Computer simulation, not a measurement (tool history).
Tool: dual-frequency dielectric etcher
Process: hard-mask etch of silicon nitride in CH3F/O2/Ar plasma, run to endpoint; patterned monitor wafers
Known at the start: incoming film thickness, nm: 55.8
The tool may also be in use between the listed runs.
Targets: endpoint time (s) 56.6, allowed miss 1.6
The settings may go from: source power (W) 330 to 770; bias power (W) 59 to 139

run  hour  source power (W)  bias power (W)  endpoint time (s)
  1     0               550              99             65.054
  2   8.8               580             101             63.404
  3  16.8               530             101             65.323
  4  25.3               610             101             61.823
  5  28.6               630             102             60.144
  6  29.8               640             103             60.393
  7  32.6               660             104             59.303
  8  38.1               670             105             58.618

5 next moves are on the table. One of them brings every result within its allowed miss. Which?
  A  43.6               770             116                  ?
  B  43.6               700             109                  ?
  C  43.6               770             113                  ?
  D  43.6               680             134                  ?
  E  43.6               770             119                  ?

move  endpoint time (s)
   A             54.027
   B             57.455
   C             54.567
   D             53.672
   E             53.503
A: takes the result that was furthest off past its target
B: meets every target
C: takes the result that was furthest off past its target
D: takes the result that was furthest off past its target
E: takes the result that was furthest off past its target
Move B is the one to make.
